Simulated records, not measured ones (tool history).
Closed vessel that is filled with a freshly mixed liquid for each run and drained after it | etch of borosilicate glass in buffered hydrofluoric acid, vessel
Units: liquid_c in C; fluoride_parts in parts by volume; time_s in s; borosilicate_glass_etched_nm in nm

{"run": 1, "hour": 0.0, "liquid_c": 22.0, "fluoride_parts": 12.5, "time_s": 105, "borosilicate_glass_etched_nm": 96.466}
{"run": 2, "hour": 4.0, "liquid_c": 22.0, "fluoride_parts": 15.0, "time_s": 105, "borosilicate_glass_etched_nm": 80.148}
{"run": 3, "hour": 6.7, "liquid_c": 24.0, "fluoride_parts": 12.5, "time_s": 105, "borosilicate_glass_etched_nm": 107.26}
{"run": 4, "hour": 11.5, "liquid_c": 25.5, "fluoride_parts": 10.5, "time_s": 105, "borosilicate_glass_etched_nm": 138.29}
{"run": 5, "hour": 15.3, "liquid_c": 27.0, "fluoride_parts": 9.5, "time_s": 105, "borosilicate_glass_etched_nm": 161.98}
{"run": 6, "hour": 22.3, "liquid_c": 28.0, "fluoride_parts": 8.5, "time_s": 105, "borosilicate_glass_etched_nm": 188.45}
{"run": 7, "hour": 25.3, "liquid_c": 28.5, "fluoride_parts": 8.0, "time_s": 105, "borosilicate_glass_etched_nm": 207.13}

Forecast run 8:
{"run": 8, "hour": 31.1, "liquid_c": 29.0, "fluoride_parts": 8.0, "time_s": 105, "borosilicate_glass_etched_nm": "?"}

{"run 8": {"borosilicate_glass_etched_nm": 212.58}}

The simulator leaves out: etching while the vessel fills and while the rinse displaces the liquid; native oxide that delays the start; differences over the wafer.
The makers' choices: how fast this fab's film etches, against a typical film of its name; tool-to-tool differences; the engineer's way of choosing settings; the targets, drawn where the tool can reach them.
